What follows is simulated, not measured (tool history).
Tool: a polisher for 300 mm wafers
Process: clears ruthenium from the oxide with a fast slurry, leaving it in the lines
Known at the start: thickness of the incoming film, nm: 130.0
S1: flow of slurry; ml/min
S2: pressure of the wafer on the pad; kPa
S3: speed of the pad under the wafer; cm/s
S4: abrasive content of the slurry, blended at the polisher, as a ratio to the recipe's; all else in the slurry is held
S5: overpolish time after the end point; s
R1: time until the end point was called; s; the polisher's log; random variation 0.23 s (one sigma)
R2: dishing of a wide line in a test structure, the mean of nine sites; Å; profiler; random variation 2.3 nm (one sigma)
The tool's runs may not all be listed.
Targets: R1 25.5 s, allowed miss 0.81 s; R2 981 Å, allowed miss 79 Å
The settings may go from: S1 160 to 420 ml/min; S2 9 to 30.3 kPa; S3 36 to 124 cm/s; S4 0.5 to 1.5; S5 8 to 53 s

run 1 hour=0 | S1=270 S2=19.3 S3=80 S4=1 S5=27 | R1=35.743 R2=740.16
run 2 hour=1.4 | S1=270 S2=19.3 S3=80 S4=1.1 S5=27 | R1=34.73 R2=759.68
run 3 hour=6.3 | S1=270 S2=20.7 S3=80 S4=1.1 S5=27 | R1=32.956 R2=783.07
run 4 hour=8.4 | S1=310 S2=20.7 S3=80 S4=1.1 S5=27 | R1=32.296 R2=756.28
run 5 hour=13.6 | S1=310 S2=20.7 S3=80 S4=0.95 S5=27 | R1=34.35 R2=713.72
run 6 hour=19.5 | S1=310 S2=20.7 S3=80 S4=0.75 S5=27 | R1=39.236 R2=662.84
run 7 hour=22.9 | S1=310 S2=22.8 S3=80 S4=0.75 S5=28 | R1=36.513 R2=740.72
run 8 hour=27.7 | S1=315 S2=28.3 S3=84 S4=0.75 S5=26 | R1=29.705 R2=813.67
run 9 hour=34.9 | S1=315 S2=29 S3=86 S4=0.75 S5=26 | R1=28.821 R2=837.52
run 10 hour=35.5 | S1=315 S2=29 S3=86 S4=0.75 S5=26 | R1=28.228 R2=854.44
run 11 hour=42.5 | S1=315 S2=29.6 S3=88 S4=0.75 S5=27 | R1=27 R2=898.15

Which of these 5 next moves meets every target?
run A hour=49.5 | S1=350 S2=30.3 S3=84 S4=0.85 S5=40 | R1=? R2=?
run B hour=49.5 | S1=300 S2=30.3 S3=106 S4=0.65 S5=27 | R1=? R2=?
run C hour=49.5 | S1=325 S2=30.3 S3=100 S4=0.75 S5=26 | R1=? R2=?
run D hour=49.5 | S1=295 S2=23.4 S3=106 S4=0.85 S5=29 | R1=? R2=?
run E hour=49.5 | S1=345 S2=30.3 S3=96 S4=0.8 S5=36 | R1=? R2=?

move=A R1=25.913 R2=1201.6
move=B R1=24.333 R2=956.61
move=C R1=23.537 R2=953.47
move=D R1=25.613 R2=970.84
move=E R1=23.523 R2=1194.9
A: brings the result that was furthest off to its target, and leaves another outside
B: takes the result that was furthest off past its target
C: takes the result that was furthest off past its target
D: meets every target
E: takes the result that was furthest off past its target
The right move is D.
